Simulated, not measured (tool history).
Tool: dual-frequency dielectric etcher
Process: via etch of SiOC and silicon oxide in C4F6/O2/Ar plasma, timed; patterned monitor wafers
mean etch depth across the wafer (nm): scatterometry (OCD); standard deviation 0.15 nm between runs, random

run  hour  source power (kW)  bias power (kW)  etch time (s)  mean etch depth across the wafer (nm)
  1   0.0              0.280            0.162           55.5                                 52.636
  2   1.9              0.280            0.162           51.0                                 48.256
  3   5.7              0.300            0.162           51.0                                 50.012
  4   8.3              0.300            0.174           51.0                                 51.633
  5  10.7              0.300            0.174           55.5                                 55.843
  6  14.9              0.350            0.174           55.5                                 60.998
  7  16.9              0.290            0.142           52.0                                 47.501

Run 8, settings as shown, results not yet in. Your forecast:
  8  20.3              0.230            0.134           51.5                                      ?

mean etch depth across the wafer (nm): 40.186

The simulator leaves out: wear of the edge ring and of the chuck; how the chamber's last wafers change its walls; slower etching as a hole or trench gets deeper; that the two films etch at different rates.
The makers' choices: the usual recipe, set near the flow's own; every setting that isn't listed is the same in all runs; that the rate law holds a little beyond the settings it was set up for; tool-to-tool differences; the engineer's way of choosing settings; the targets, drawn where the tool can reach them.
